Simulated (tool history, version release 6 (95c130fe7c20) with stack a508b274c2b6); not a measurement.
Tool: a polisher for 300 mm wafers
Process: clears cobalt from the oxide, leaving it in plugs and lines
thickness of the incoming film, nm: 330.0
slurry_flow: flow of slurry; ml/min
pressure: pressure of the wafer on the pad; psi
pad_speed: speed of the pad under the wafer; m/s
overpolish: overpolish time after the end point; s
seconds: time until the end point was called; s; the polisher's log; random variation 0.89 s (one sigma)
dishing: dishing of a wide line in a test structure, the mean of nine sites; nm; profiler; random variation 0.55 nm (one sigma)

run 1 day=0 | slurry_flow=180 pressure=2.3 pad_speed=1.22 overpolish=16 | seconds=48.417 dishing=56.028
run 2 day=0.083 | slurry_flow=180 pressure=2.3 pad_speed=1.22 overpolish=13 | seconds=49.341 dishing=52.556
run 3 day=0.258 | slurry_flow=175 pressure=1.9 pad_speed=1.18 overpolish=17 | seconds=59.952 dishing=54.086
run 4 day=0.55 | slurry_flow=170 pressure=1.6 pad_speed=1.16 overpolish=18 | seconds=68.604 dishing=52.036
run 5 day=0.779 | slurry_flow=165 pressure=1.4 pad_speed=1.14 overpolish=19 | seconds=78.635 dishing=50.111
run 6 day=0.871 | slurry_flow=165 pressure=1.8 pad_speed=1.14 overpolish=19 | seconds=64.852 dishing=54.589

Run 7 comes next. What will it give?
run 7 day=1.067 | slurry_flow=160 pressure=1.6 pad_speed=1.14 overpolish=20 | seconds=? dishing=?

{"run 7": {"seconds": 71.385, "dishing": 54.144}}
